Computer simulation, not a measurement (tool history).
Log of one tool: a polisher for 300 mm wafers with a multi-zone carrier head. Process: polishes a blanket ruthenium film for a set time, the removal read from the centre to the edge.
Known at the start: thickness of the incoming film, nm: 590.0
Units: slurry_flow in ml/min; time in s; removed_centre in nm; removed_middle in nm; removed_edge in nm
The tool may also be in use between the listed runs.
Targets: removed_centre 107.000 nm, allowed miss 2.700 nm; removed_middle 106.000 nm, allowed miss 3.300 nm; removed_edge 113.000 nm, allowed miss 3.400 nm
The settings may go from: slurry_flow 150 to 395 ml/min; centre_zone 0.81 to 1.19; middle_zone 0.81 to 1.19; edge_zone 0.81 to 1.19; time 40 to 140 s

run 1 hour=0.0 | slurry_flow=250 centre_zone=1.00 middle_zone=1.00 edge_zone=1.00 time=90 | removed_centre=82.126 removed_middle=82.728 removed_edge=83.663
run 2 hour=4.9 | slurry_flow=295 centre_zone=1.00 middle_zone=1.00 edge_zone=1.00 time=90 | removed_centre=83.062 removed_middle=84.823 removed_edge=84.550
run 3 hour=10.6 | slurry_flow=260 centre_zone=1.00 middle_zone=1.00 edge_zone=1.00 time=90 | removed_centre=82.666 removed_middle=83.156 removed_edge=82.476
run 4 hour=17.5 | slurry_flow=260 centre_zone=0.95 middle_zone=1.00 edge_zone=1.00 time=90 | removed_centre=80.465 removed_middle=81.732 removed_edge=83.703
run 5 hour=18.9 | slurry_flow=260 centre_zone=0.95 middle_zone=1.00 edge_zone=1.00 time=82 | removed_centre=71.801 removed_middle=74.812 removed_edge=76.404
run 6 hour=23.2 | slurry_flow=270 centre_zone=0.97 middle_zone=1.00 edge_zone=1.05 time=91 | removed_centre=83.307 removed_middle=83.389 removed_edge=85.553
run 7 hour=28.8 | slurry_flow=280 centre_zone=0.95 middle_zone=1.00 edge_zone=1.08 time=98 | removed_centre=86.871 removed_middle=88.421 removed_edge=94.350
run 8 hour=32.1 | slurry_flow=290 centre_zone=0.97 middle_zone=1.01 edge_zone=1.11 time=102 | removed_centre=92.531 removed_middle=94.490 removed_edge=101.540
run 9 hour=39.0 | slurry_flow=300 centre_zone=1.01 middle_zone=1.02 edge_zone=1.13 time=103 | removed_centre=96.599 removed_middle=97.313 removed_edge=102.920

Which of these 5 next moves meets every target?
run A hour=45.9 | slurry_flow=305 centre_zone=0.85 middle_zone=0.89 edge_zone=1.19 time=109 | removed_centre=? removed_middle=? removed_edge=?
run B hour=45.9 | slurry_flow=285 centre_zone=0.99 middle_zone=1.04 edge_zone=1.18 time=111 | removed_centre=? removed_middle=? removed_edge=?
run C hour=45.9 | slurry_flow=315 centre_zone=0.99 middle_zone=1.05 edge_zone=1.19 time=110 | removed_centre=? removed_middle=? removed_edge=?
run D hour=45.9 | slurry_flow=290 centre_zone=1.01 middle_zone=1.06 edge_zone=1.09 time=109 | removed_centre=? removed_middle=? removed_edge=?
run E hour=45.9 | slurry_flow=275 centre_zone=0.98 middle_zone=0.98 edge_zone=1.06 time=117 | removed_centre=? removed_middle=? removed_edge=?

move=A removed_centre=90.382 removed_middle=93.607 removed_edge=112.360
move=B removed_centre=103.330 removed_middle=107.960 removed_edge=113.210
move=C removed_centre=103.340 removed_middle=108.750 removed_edge=113.370
move=D removed_centre=103.300 removed_middle=107.910 removed_edge=106.820
move=E removed_centre=107.620 removed_middle=107.920 removed_edge=112.810
A: further off than the last run
B: nearer than the last run, and not there yet
C: nearer than the last run, and not there yet
D: nearer than the last run, and not there yet
E: meets every target
Move E is the one to make.
